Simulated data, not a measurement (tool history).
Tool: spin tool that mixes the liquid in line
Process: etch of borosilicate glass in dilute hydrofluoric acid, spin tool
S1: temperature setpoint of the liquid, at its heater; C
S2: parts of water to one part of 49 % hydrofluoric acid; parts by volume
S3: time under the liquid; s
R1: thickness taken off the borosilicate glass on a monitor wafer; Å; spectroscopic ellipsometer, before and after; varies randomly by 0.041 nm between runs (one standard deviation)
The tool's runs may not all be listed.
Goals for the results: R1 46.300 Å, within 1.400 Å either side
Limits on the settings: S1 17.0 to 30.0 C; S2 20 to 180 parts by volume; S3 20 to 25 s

Run 1, hour 0.0: S1 22.0 C, S2 100 parts by volume, S3 25 s. Result: R1 65.850 Å.
Run 2, hour 8.9: S1 22.0 C, S2 85 parts by volume, S3 25 s. Result: R1 77.598 Å.
Run 3, hour 17.5: S1 22.0 C, S2 85 parts by volume, S3 25 s. Result: R1 79.244 Å.
Run 4, hour 25.1: S1 21.5 C, S2 90 parts by volume, S3 25 s. Result: R1 72.282 Å.
Run 5, hour 32.0: S1 21.0 C, S2 95 parts by volume, S3 25 s. Result: R1 65.702 Å.
Run 6, hour 33.5: S1 24.0 C, S2 95 parts by volume, S3 25 s. Result: R1 73.598 Å.
Run 7, hour 39.3: S1 23.0 C, S2 100 parts by volume, S3 25 s. Result: R1 68.055 Å.
Run 8, hour 46.8: S1 22.0 C, S2 100 parts by volume, S3 25 s. Result: R1 66.293 Å.
Run 9, hour 49.3: S1 21.5 C, S2 105 parts by volume, S3 25 s. Result: R1 60.355 Å.

Of the 4 settings listed for the next run, only one would bring every result within its allowed miss of target. Which one?
Run A, hour 51.8: S1 23.0 C, S2 85 parts by volume, S3 25 s. Result: R1 ?.
Run B, hour 51.8: S1 22.0 C, S2 110 parts by volume, S3 20 s. Result: R1 ?.
Run C, hour 51.8: S1 23.0 C, S2 75 parts by volume, S3 25 s. Result: R1 ?.
Run D, hour 51.8: S1 20.5 C, S2 110 parts by volume, S3 25 s. Result: R1 ?.

move      R1
   A  80.923
   B  46.644
   C  92.854
   D  54.881
A: its largest miss is bigger than the last run's
B: every result within its allowed miss
C: its largest miss is bigger than the last run's
D: an improvement on the last run, though not all results are within tolerance
B is the move that brings every result within its allowed miss.
